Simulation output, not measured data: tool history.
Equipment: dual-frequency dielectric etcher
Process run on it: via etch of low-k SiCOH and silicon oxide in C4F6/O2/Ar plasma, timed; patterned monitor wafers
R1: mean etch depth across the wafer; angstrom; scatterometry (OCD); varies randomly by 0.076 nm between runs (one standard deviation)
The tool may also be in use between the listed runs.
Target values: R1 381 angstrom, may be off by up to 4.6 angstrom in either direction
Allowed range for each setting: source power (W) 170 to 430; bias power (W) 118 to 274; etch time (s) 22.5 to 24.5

run 1 hour=0 | source_power_(W)=300 bias_power_(W)=196 etch_time_(s)=24.5 | R1=524.01
run 2 hour=1.4 | source_power_(W)=290 bias_power_(W)=187 etch_time_(s)=24.5 | R1=503.7
run 3 hour=8.2 | source_power_(W)=290 bias_power_(W)=218 etch_time_(s)=24.5 | R1=540.35
run 4 hour=16.7 | source_power_(W)=290 bias_power_(W)=218 etch_time_(s)=24.5 | R1=539.61
run 5 hour=18.5 | source_power_(W)=280 bias_power_(W)=208 etch_time_(s)=24.5 | R1=518.49
run 6 hour=25.3 | source_power_(W)=280 bias_power_(W)=237 etch_time_(s)=24.5 | R1=550.21
run 7 hour=30.4 | source_power_(W)=270 bias_power_(W)=225 etch_time_(s)=24.5 | R1=526.7
run 8 hour=31.7 | source_power_(W)=210 bias_power_(W)=186 etch_time_(s)=24 | R1=402.98
run 9 hour=35.1 | source_power_(W)=200 bias_power_(W)=186 etch_time_(s)=24 | R1=389.16
run 10 hour=39 | source_power_(W)=190 bias_power_(W)=186 etch_time_(s)=24 | R1=376.11
run 11 hour=43.1 | source_power_(W)=200 bias_power_(W)=186 etch_time_(s)=24 | R1=388.43
run 12 hour=51.4 | source_power_(W)=190 bias_power_(W)=186 etch_time_(s)=24 | R1=374.58

Which one of the following 5 next-run settings gets every result inside its allowed miss? There is exactly one.
run A hour=59.7 | source_power_(W)=190 bias_power_(W)=207 etch_time_(s)=24 | R1=?
run B hour=59.7 | source_power_(W)=220 bias_power_(W)=182 etch_time_(s)=23 | R1=?
run C hour=59.7 | source_power_(W)=210 bias_power_(W)=195 etch_time_(s)=23 | R1=?
run D hour=59.7 | source_power_(W)=190 bias_power_(W)=201 etch_time_(s)=24 | R1=?
run E hour=59.7 | source_power_(W)=210 bias_power_(W)=159 etch_time_(s)=24.5 | R1=?

move=A R1=393.25
move=B R1=393.07
move=C R1=393.54
move=D R1=387.79
move=E R1=380.03
A: carries the result that was furthest off beyond its target, to the other side
B: carries the result that was furthest off beyond its target, to the other side
C: carries the result that was furthest off beyond its target, to the other side
D: carries the result that was furthest off beyond its target, to the other side
E: all results in spec
The move that meets every target is E.
